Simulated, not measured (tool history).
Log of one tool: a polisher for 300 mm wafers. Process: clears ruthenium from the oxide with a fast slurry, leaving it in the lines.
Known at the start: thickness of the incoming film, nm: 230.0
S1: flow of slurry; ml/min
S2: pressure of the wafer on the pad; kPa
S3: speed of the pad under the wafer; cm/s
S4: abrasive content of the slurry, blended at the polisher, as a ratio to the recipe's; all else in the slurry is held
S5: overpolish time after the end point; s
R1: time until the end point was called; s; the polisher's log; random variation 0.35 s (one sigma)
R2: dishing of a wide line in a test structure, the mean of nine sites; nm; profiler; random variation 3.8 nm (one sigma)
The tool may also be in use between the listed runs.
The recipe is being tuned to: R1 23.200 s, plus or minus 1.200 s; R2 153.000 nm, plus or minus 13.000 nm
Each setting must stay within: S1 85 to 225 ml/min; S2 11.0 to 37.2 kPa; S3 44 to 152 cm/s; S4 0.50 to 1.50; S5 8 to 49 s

Run 1, hour 0.0: S1 145 ml/min, S2 24.1 kPa, S3 98 cm/s, S4 1.00, S5 25 s. Result: R1 38.112 s, R2 106.090 nm.
Run 2, hour 5.8: S1 145 ml/min, S2 24.1 kPa, S3 86 cm/s, S4 1.00, S5 25 s. Result: R1 43.194 s, R2 90.932 nm.
Run 3, hour 9.4: S1 145 ml/min, S2 24.1 kPa, S3 86 cm/s, S4 1.10, S5 25 s. Result: R1 40.380 s, R2 97.760 nm.
Run 4, hour 11.1: S1 145 ml/min, S2 24.1 kPa, S3 98 cm/s, S4 1.10, S5 25 s. Result: R1 35.802 s, R2 107.450 nm.
Run 5, hour 13.1: S1 145 ml/min, S2 26.2 kPa, S3 98 cm/s, S4 1.10, S5 25 s. Result: R1 34.205 s, R2 114.980 nm.
Run 6, hour 18.9: S1 145 ml/min, S2 26.2 kPa, S3 98 cm/s, S4 1.00, S5 25 s. Result: R1 35.270 s, R2 111.000 nm.
Run 7, hour 20.7: S1 145 ml/min, S2 26.2 kPa, S3 98 cm/s, S4 1.00, S5 25 s. Result: R1 36.096 s, R2 108.560 nm.
Run 8, hour 21.6: S1 150 ml/min, S2 33.1 kPa, S3 102 cm/s, S4 1.00, S5 26 s. Result: R1 27.241 s, R2 131.000 nm.
Run 9, hour 22.7: S1 150 ml/min, S2 33.8 kPa, S3 102 cm/s, S4 1.00, S5 26 s. Result: R1 28.010 s, R2 128.480 nm.
Run 10, hour 25.6: S1 150 ml/min, S2 34.5 kPa, S3 104 cm/s, S4 1.00, S5 26 s. Result: R1 26.982 s, R2 139.860 nm.
Run 11, hour 31.3: S1 150 ml/min, S2 35.2 kPa, S3 106 cm/s, S4 1.00, S5 26 s. Result: R1 25.524 s, R2 143.790 nm.
Run 12, hour 38.0: S1 150 ml/min, S2 35.9 kPa, S3 106 cm/s, S4 1.00, S5 26 s. Result: R1 24.882 s, R2 144.130 nm.
Run 13, hour 40.3: S1 150 ml/min, S2 36.5 kPa, S3 108 cm/s, S4 1.00, S5 26 s. Result: R1 24.834 s, R2 140.580 nm.

Exercise: of the 5 proposed moves below, exactly one satisfies all targets within the stated allowed misses. Which move is it?
Run A, hour 42.6: S1 135 ml/min, S2 37.2 kPa, S3 114 cm/s, S4 1.00, S5 29 s. Result: R1 ?, R2 ?.
Run B, hour 42.6: S1 150 ml/min, S2 33.1 kPa, S3 104 cm/s, S4 1.00, S5 35 s. Result: R1 ?, R2 ?.
Run C, hour 42.6: S1 145 ml/min, S2 36.5 kPa, S3 116 cm/s, S4 0.80, S5 22 s. Result: R1 ?, R2 ?.
Run D, hour 42.6: S1 175 ml/min, S2 33.8 kPa, S3 94 cm/s, S4 1.05, S5 38 s. Result: R1 ?, R2 ?.
Run E, hour 42.6: S1 165 ml/min, S2 31.7 kPa, S3 102 cm/s, S4 1.05, S5 40 s. Result: R1 ?, R2 ?.

move      R1       R2
   A  22.710  154.870
   B  26.878  156.440
   C  25.644  122.510
   D  27.622  160.820
   E  27.176  166.110
A: in spec on every target
B: the biggest miss grows against the last run
C: the biggest miss grows against the last run
D: the biggest miss grows against the last run
E: the biggest miss grows against the last run
A meets every target.
